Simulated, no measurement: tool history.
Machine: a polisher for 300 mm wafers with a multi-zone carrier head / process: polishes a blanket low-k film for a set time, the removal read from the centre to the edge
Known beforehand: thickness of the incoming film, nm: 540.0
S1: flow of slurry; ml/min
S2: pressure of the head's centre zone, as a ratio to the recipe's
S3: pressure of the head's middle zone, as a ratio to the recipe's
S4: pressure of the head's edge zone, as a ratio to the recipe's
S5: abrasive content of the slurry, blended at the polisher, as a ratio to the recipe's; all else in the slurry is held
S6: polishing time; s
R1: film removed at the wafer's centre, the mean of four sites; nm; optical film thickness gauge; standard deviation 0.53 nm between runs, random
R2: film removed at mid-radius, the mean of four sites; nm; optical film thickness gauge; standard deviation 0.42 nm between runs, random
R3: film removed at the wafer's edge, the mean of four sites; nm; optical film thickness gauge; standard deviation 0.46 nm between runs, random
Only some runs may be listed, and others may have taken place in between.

run  hour   S1    S2    S3    S4    S5  S6      R1      R2      R3
  1     0  205     1     1     1     1  86  31.364  32.009  32.088
  2   3.2  215  1.04  1.02  1.03   1.1  86  34.777  33.779  32.883
  3   4.9  180  1.04  1.02  1.03   1.1  86  33.165  32.878  33.275
  4  12.1  210  1.04  1.02  1.03   1.1  86  34.674  33.556  33.481
  5  19.2  210  1.04  1.07  1.03   1.1  86  34.668  35.038  33.961
  6  27.5  200  1.06  1.08  1.06   1.2  87   36.54  36.771  35.217
  7  35.1  195  1.07  1.06  1.08   1.3  89  38.409  37.663  37.861
  8  43.4  205  1.09  1.07   1.1  1.35  89   39.76  39.446  38.182

Run 9 comes next. What will it give?
  9  51.6  205  1.11  1.05  1.11  1.4  91   ?   ?   ?

Run 9 gave R1 42.423 nm, R2 39.033 nm, R3 39.693 nm.
